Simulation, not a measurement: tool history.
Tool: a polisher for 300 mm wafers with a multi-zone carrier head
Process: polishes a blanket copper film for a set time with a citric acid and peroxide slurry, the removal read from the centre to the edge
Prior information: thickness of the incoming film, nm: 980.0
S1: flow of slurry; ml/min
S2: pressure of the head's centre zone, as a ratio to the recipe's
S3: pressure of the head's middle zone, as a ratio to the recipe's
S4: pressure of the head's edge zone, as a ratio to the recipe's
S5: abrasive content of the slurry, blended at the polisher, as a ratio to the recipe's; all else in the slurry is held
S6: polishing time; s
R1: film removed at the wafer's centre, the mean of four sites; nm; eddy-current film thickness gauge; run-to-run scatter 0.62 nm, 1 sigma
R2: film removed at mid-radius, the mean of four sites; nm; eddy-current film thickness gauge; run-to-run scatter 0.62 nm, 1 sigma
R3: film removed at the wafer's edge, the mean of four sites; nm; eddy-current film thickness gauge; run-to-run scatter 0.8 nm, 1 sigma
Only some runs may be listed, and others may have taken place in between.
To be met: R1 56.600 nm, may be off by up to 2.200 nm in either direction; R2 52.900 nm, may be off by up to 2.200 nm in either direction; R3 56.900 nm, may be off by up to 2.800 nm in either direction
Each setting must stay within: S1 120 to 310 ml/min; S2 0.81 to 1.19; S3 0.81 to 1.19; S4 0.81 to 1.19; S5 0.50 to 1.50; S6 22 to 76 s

run,hour,S1,S2,S3,S4,S5,S6,R1,R2,R3
1,0.0,200,1.00,1.00,1.00,1.00,49,83.672,82.571,84.926
2,1.8,195,0.99,0.98,0.98,0.90,47,76.551,77.257,79.760
3,8.7,230,0.99,0.98,0.98,0.90,47,78.729,77.487,80.097
4,16.1,230,0.99,0.98,0.91,0.90,47,79.556,77.478,78.402
5,22.9,235,0.99,0.96,0.91,0.85,44,73.937,71.327,71.875
6,25.7,235,0.99,0.96,0.91,1.00,44,76.110,74.530,74.935
7,31.4,235,0.98,0.94,0.91,0.90,42,70.077,67.101,69.251
8,37.0,235,0.97,0.93,0.90,0.80,41,66.252,64.817,65.100
9,38.1,230,0.97,0.91,0.91,0.75,41,63.763,60.534,65.671
10,38.9,195,0.97,0.90,0.81,0.55,38,54.344,51.536,53.462
11,44.1,200,0.97,0.90,0.82,0.55,38,55.339,51.376,52.515
12,53.1,200,0.97,0.90,0.84,0.55,38,54.234,52.355,53.968
# hour 55.4: edge zone pressure recalibrated
13,55.4,205,0.97,0.90,0.85,0.55,38,55.662,51.546,52.141

Next run, 5 choices. One meets every target within its allowed miss, the rest don't. Which?
A,57.7,195,0.93,0.84,0.82,0.65,40,?,?,?
B,57.7,280,1.08,1.06,0.86,0.50,34,?,?,?
C,57.7,255,1.06,0.98,0.81,0.50,35,?,?,?
D,57.7,205,0.97,0.91,0.84,0.60,37,?,?,?
E,57.7,240,1.12,0.96,0.92,0.50,33,?,?,?

move,R1,R2,R3
A,56.670,53.255,56.866
B,55.837,54.402,48.153
C,55.715,51.855,47.936
D,54.232,52.097,52.483
E,55.057,47.669,47.603
A: in spec on every target
B: moves away from the targets compared with the last run
C: moves away from the targets compared with the last run
D: nearer than the last run, and not there yet
E: moves away from the targets compared with the last run
Go with A: it meets all targets.
